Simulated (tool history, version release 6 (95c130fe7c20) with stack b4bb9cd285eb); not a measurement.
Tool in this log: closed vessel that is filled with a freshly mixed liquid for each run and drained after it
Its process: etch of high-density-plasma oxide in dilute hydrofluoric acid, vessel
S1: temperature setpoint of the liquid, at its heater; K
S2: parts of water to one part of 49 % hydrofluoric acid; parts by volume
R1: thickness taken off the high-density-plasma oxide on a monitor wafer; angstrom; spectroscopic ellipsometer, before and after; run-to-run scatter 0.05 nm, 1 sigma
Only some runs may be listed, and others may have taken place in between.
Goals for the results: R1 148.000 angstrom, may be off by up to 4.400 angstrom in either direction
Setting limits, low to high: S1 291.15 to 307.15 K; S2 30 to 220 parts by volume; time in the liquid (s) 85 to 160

{"run": 1, "day": 0.0, "S1": 299.15, "S2": 125, "time in the liquid (s)": 160, "R1": 78.641}
{"run": 2, "day": 0.158, "S1": 299.15, "S2": 125, "time in the liquid (s)": 85, "R1": 41.83}
{"run": 3, "day": 0.333, "S1": 296.15, "S2": 125, "time in the liquid (s)": 85, "R1": 37.051}
{"run": 4, "day": 0.383, "S1": 296.15, "S2": 125, "time in the liquid (s)": 160, "R1": 70.127}
{"run": 5, "day": 0.479, "S1": 296.15, "S2": 100, "time in the liquid (s)": 160, "R1": 90.497}
{"run": 6, "day": 0.758, "S1": 296.15, "S2": 100, "time in the liquid (s)": 160, "R1": 90.096}
{"run": 7, "day": 0.917, "S1": 299.15, "S2": 95, "time in the liquid (s)": 160, "R1": 107.28}
{"run": 8, "day": 1.171, "S1": 301.65, "S2": 95, "time in the liquid (s)": 160, "R1": 118.36}

Next run, 5 choices. One meets every target within its allowed miss, the rest don't. Which?
{"run": "A", "day": 1.425, "S1": 299.65, "S2": 85, "time in the liquid (s)": 130, "R1": "?"}
{"run": "B", "day": 1.425, "S1": 306.15, "S2": 125, "time in the liquid (s)": 160, "R1": "?"}
{"run": "C", "day": 1.425, "S1": 301.65, "S2": 75, "time in the liquid (s)": 155, "R1": "?"}
{"run": "D", "day": 1.425, "S1": 298.15, "S2": 90, "time in the liquid (s)": 145, "R1": "?"}
{"run": "E", "day": 1.425, "S1": 299.65, "S2": 75, "time in the liquid (s)": 150, "R1": "?"}

move=A R1=100.650
move=B R1=101.610
move=C R1=149.090
move=D R1=99.300
move=E R1=133.410
A: further off than the last run
B: further off than the last run
C: all results in spec
D: further off than the last run
E: gains on the last run, yet a result remains outside its allowed miss
The right move is C.

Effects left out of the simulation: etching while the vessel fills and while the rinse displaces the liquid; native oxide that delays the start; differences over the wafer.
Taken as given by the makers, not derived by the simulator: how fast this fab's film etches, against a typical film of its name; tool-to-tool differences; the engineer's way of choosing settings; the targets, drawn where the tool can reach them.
